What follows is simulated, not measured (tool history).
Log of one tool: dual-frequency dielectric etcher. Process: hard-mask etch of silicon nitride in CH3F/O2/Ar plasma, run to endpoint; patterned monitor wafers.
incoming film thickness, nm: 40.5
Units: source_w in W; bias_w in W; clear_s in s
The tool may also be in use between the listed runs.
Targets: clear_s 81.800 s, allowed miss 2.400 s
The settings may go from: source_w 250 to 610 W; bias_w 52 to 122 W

run,hour,source_w,bias_w,clear_s
1,0.0,430,87,58.810
2,7.0,430,81,59.911
3,13.2,430,71,63.274
4,18.4,480,71,58.802
# hour 24.8: wet clean of the chamber
5,24.8,480,77,58.617
6,27.3,440,73,63.005
7,31.3,410,72,66.269
8,34.3,390,71,68.875

Which of these 5 next moves meets every target?
A,37.3,470,76,?
B,37.3,350,56,?
C,37.3,340,67,?
D,37.3,350,67,?
E,37.3,330,54,?

move,clear_s
A,59.960
B,81.627
C,77.596
D,76.007
E,86.472
A: further off than the last run
B: meets every target
C: nearer than the last run, and not there yet
D: nearer than the last run, and not there yet
E: takes the result that was furthest off past its target
Answer: B
